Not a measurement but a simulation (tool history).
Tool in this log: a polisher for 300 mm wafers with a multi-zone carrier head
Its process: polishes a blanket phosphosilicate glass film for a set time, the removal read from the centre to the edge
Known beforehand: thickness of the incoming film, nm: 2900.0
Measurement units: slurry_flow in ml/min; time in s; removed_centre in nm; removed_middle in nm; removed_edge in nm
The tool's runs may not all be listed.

run	hour	slurry_flow	centre_zone	middle_zone	edge_zone	slurry_solids	time	removed_centre	removed_middle	removed_edge
1	0.0	235	1.00	1.00	1.00	1.0	37	254.16	249.66	248.76
2	7.6	235	1.00	1.00	1.05	1.0	37	258.00	252.57	255.82
3	15.5	235	1.00	1.00	1.05	0.9	37	246.06	245.08	247.79
4	21.8	235	1.00	1.00	1.05	0.8	37	234.11	236.53	235.67
5	27.1	235	1.00	1.00	1.10	0.8	37	236.19	238.62	244.97
6	30.3	205	1.00	1.00	1.10	0.8	37	228.71	230.11	235.78
7	35.7	225	1.03	1.02	1.09	0.8	37	238.82	236.76	241.42

What does the tool deliver on the next run?
8	37.2	240	1.06	1.04	1.06	0.8	37	?	?	?

Run 8 produced removed_centre 247.58 nm, removed_middle 238.49 nm, removed_edge 240.18 nm.
